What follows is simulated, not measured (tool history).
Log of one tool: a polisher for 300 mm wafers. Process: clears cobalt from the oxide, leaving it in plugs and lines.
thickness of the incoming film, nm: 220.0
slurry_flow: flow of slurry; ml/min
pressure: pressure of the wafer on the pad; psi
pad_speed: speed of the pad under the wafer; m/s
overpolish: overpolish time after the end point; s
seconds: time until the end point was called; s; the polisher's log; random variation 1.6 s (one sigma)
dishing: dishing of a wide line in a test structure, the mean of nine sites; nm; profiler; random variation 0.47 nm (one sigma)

| run | day | slurry_flow | pressure | pad_speed | overpolish | seconds | dishing |
|---|---|---|---|---|---|---|---|
| 1 | 0 | 195 | 1.8 | 1.04 | 13 | 53.215 | 36.674 |
| 2 | 0.35 | 195 | 1.8 | 1.3 | 13 | 43.641 | 40.771 |
| 3 | 0.392 | 195 | 1.7 | 1.24 | 13 | 47.729 | 38.097 |
| 4 | 0.717 | 195 | 1.6 | 1.18 | 13 | 53.892 | 36.052 |
| 5 | 1.008 | 240 | 1.6 | 1.18 | 13 | 51.653 | 36.619 |
| 6 | 1.258 | 270 | 1.6 | 1.18 | 13 | 50.489 | 36.862 |
| 7 | 1.4 | 265 | 1.5 | 1.14 | 13 | 56.335 | 35.566 |
| 8 | 1.696 | 265 | 1.4 | 1.1 | 13 | 62.133 | 33.097 |
| 9 | 1.996 | 265 | 1.3 | 1.06 | 13 | 69.117 | 31.151 |
| 10 | 2.179 | 265 | 1.2 | 1.04 | 13 | 75.224 | 28.303 |
| 11 | 2.388 | 260 | 1.2 | 1.02 | 13 | 75.072 | 28.568 |
| 12 | 2.446 | 260 | 1.2 | 1 | 13 | 77.767 | 27.573 |

The next listed run, before its measurement:
| 13 | 2.533 | 260 | 1.2 | 0.98 | 13 | ? | ? |

{"run 13": {"seconds": 79.543, "dishing": 26.808}}
